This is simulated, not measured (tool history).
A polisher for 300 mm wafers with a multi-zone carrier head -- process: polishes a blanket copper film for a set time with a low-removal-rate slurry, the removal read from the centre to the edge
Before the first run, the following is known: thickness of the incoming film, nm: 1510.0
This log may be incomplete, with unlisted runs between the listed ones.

| run | hour | flow of slurry (ml/min) | pressure of the head's centre zone | pressure of the head's middle zone | pressure of the head's edge zone | abrasive content of the slurry | polishing time (s) | film removed at the wafer's centre (Å) | film removed at mid-radius (Å) | film removed at the wafer's edge (Å) |
|---|---|---|---|---|---|---|---|---|---|---|
| 1 | 0.0 | 200 | 1.00 | 1.00 | 1.00 | 1.00 | 54 | 1456.3 | 1422.5 | 1386.1 |
| 2 | 8.1 | 190 | 0.95 | 1.00 | 0.98 | 0.95 | 54 | 1339.3 | 1421.6 | 1384.6 |
| 3 | 13.7 | 185 | 0.93 | 0.99 | 0.96 | 0.90 | 54 | 1291.8 | 1362.7 | 1372.3 |
| 4 | 16.5 | 185 | 0.93 | 0.99 | 1.03 | 0.90 | 54 | 1316.4 | 1370.4 | 1352.3 |
| 5 | 17.5 | 180 | 0.91 | 1.00 | 1.03 | 0.85 | 54 | 1248.1 | 1361.2 | 1373.4 |
| 6 | 20.0 | 185 | 0.92 | 1.02 | 1.03 | 0.80 | 53 | 1226.3 | 1343.2 | 1344.3 |

Predict the results of run 7:
| 7 | 22.3 | 185 | 0.93 | 1.04 | 1.02 | 0.80 | 52 | ? | ? | ? |

film removed at the wafer's centre (Å): 1230.2
film removed at mid-radius (Å): 1341.8
film removed at the wafer's edge (Å): 1296.4

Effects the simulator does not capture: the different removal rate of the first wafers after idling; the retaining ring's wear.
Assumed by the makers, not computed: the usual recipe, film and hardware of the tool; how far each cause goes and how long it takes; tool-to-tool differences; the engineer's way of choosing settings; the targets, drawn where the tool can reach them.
